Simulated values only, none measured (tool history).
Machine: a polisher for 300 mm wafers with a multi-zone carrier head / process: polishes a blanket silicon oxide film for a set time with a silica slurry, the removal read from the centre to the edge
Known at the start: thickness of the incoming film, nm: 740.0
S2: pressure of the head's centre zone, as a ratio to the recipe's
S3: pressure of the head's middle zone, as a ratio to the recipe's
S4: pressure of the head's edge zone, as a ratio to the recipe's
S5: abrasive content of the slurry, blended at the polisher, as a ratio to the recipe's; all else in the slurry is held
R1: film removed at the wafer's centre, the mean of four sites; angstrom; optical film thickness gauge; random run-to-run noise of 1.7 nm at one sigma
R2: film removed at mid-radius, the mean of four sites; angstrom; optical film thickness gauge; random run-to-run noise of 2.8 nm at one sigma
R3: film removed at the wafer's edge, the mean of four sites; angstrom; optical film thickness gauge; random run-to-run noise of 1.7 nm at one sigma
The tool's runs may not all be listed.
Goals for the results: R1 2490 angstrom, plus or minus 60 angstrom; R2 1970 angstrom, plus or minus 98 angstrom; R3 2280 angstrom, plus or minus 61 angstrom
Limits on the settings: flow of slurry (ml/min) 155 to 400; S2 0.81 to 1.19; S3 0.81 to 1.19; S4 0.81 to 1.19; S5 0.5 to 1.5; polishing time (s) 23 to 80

run 1 day=0 | flow_of_slurry_(ml/min)=255 S2=1 S3=1 S4=1 S5=1 polishing_time_(s)=51 | R1=2416.1 R2=2623.7 R3=2705
run 2 day=0.108 | flow_of_slurry_(ml/min)=255 S2=1 S3=1.06 S4=1 S5=1 polishing_time_(s)=51 | R1=2406.3 R2=2784.3 R3=2717
run 3 day=0.454 | flow_of_slurry_(ml/min)=250 S2=1.01 S3=1.03 S4=0.99 S5=1 polishing_time_(s)=51 | R1=2438.3 R2=2723.3 R3=2685.3
run 4 day=0.675 | flow_of_slurry_(ml/min)=250 S2=1.02 S3=1.01 S4=0.99 S5=0.95 polishing_time_(s)=51 | R1=2412.1 R2=2571.8 R3=2652.8
run 5 day=0.921 | flow_of_slurry_(ml/min)=250 S2=1.03 S3=0.99 S4=0.97 S5=0.95 polishing_time_(s)=51 | R1=2434 R2=2578.8 R3=2626.6
run 6 day=1.171 | flow_of_slurry_(ml/min)=225 S2=1.03 S3=0.99 S4=0.97 S5=0.95 polishing_time_(s)=51 | R1=2397.4 R2=2524.8 R3=2592.2
run 7 day=1.35 | flow_of_slurry_(ml/min)=220 S2=1.04 S3=0.97 S4=0.96 S5=0.95 polishing_time_(s)=51 | R1=2414.5 R2=2472.7 R3=2549.9
run 8 day=1.6 | flow_of_slurry_(ml/min)=215 S2=1.05 S3=0.95 S4=0.95 S5=0.95 polishing_time_(s)=51 | R1=2426.7 R2=2424 R3=2599.4
run 9 day=1.862 | flow_of_slurry_(ml/min)=215 S2=1.07 S3=0.94 S4=0.94 S5=0.9 polishing_time_(s)=51 | R1=2423 R2=2329.8 R3=2519.8
-- day=2.096 centre zone pressure recalibrated
run 10 day=2.096 | flow_of_slurry_(ml/min)=215 S2=1.08 S3=0.93 S4=0.93 S5=0.9 polishing_time_(s)=51 | R1=2681.1 R2=2338.3 R3=2474.8
run 11 day=2.154 | flow_of_slurry_(ml/min)=210 S2=1.08 S3=0.92 S4=0.93 S5=0.9 polishing_time_(s)=51 | R1=2648.4 R2=2279.7 R3=2513.4
run 12 day=2.458 | flow_of_slurry_(ml/min)=205 S2=1.08 S3=0.91 S4=0.92 S5=0.9 polishing_time_(s)=51 | R1=2655.9 R2=2253.4 R3=2468
run 13 day=2.538 | flow_of_slurry_(ml/min)=200 S2=1.08 S3=0.9 S4=0.92 S5=0.9 polishing_time_(s)=51 | R1=2660.4 R2=2241.7 R3=2472.7
run 14 day=2.679 | flow_of_slurry_(ml/min)=195 S2=1.08 S3=0.89 S4=0.92 S5=0.9 polishing_time_(s)=51 | R1=2650.1 R2=2220.9 R3=2441.5

Next run, 5 choices. One meets every target within its allowed miss, the rest don't. Which?
run A day=2.821 | flow_of_slurry_(ml/min)=180 S2=1.12 S3=0.86 S4=0.96 S5=0.55 polishing_time_(s)=59 | R1=? R2=? R3=?
run B day=2.821 | flow_of_slurry_(ml/min)=180 S2=1.14 S3=0.92 S4=0.81 S5=0.55 polishing_time_(s)=61 | R1=? R2=? R3=?
run C day=2.821 | flow_of_slurry_(ml/min)=245 S2=1.15 S3=1.02 S4=0.81 S5=0.8 polishing_time_(s)=49 | R1=? R2=? R3=?
run D day=2.821 | flow_of_slurry_(ml/min)=215 S2=1.14 S3=0.87 S4=0.82 S5=0.8 polishing_time_(s)=48 | R1=? R2=? R3=?
run E day=2.821 | flow_of_slurry_(ml/min)=205 S2=1.12 S3=0.84 S4=0.92 S5=0.8 polishing_time_(s)=59 | R1=? R2=? R3=?

move=A R1=2468.7 R2=1943.9 R3=2297.8
move=B R1=2595.1 R2=2125.4 R3=2197.5
move=C R1=2593 R2=2290 R3=2156.7
move=D R1=2491.8 R2=1946.2 R3=2113.7
move=E R1=3001.7 R2=2316.3 R3=2730.7
A: in spec on every target
B: nearer the targets than the last run, but a result is still out of spec
C: moves away from the targets compared with the last run
D: meets the target for the result that was furthest off, but another lies outside its allowed miss
E: moves away from the targets compared with the last run
Correct choice: A, which meets every target
